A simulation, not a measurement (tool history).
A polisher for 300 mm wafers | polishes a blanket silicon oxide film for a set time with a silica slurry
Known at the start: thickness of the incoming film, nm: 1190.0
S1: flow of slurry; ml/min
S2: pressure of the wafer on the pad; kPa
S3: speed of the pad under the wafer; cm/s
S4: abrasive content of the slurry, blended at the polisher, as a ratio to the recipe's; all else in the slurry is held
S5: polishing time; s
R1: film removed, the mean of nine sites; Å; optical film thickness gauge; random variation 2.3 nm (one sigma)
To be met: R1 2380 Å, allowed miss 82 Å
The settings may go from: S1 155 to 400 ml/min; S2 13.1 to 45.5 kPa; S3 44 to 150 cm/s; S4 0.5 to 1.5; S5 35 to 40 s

run,hour,S1,S2,S3,S4,S5,R1
1,0,255,29,96,1,40,1294.5
2,4,230,29,96,1,40,1299.6
3,10.9,230,33.1,98,1,40,1472.4
4,19.9,230,29.6,98,1,40,1353
5,27.4,195,29.6,98,1,40,1337.6
6,31,195,33.8,102,1,40,1564.1
7,35.1,195,36.5,104,1,40,1698.5
8,42.2,195,38.6,106,1,40,1816.7
9,43.6,195,40,108,1,40,1945.1
10,50.2,195,41.4,110,1,40,1977.8

Which of these 5 next moves meets every target?
A,56.8,210,37.2,124,1.25,40,?
B,56.8,195,42.7,106,1.25,40,?
C,56.8,270,44.1,120,1,40,?
D,56.8,180,38.6,132,1.1,40,?
E,56.8,165,44.8,116,0.95,39,?

move,R1
A,2134.7
B,2138.3
C,2360.6
D,2210.3
E,2139
A: nearer than the last run, and not there yet
B: nearer than the last run, and not there yet
C: meets every target
D: nearer than the last run, and not there yet
E: nearer than the last run, and not there yet
The right move is C.
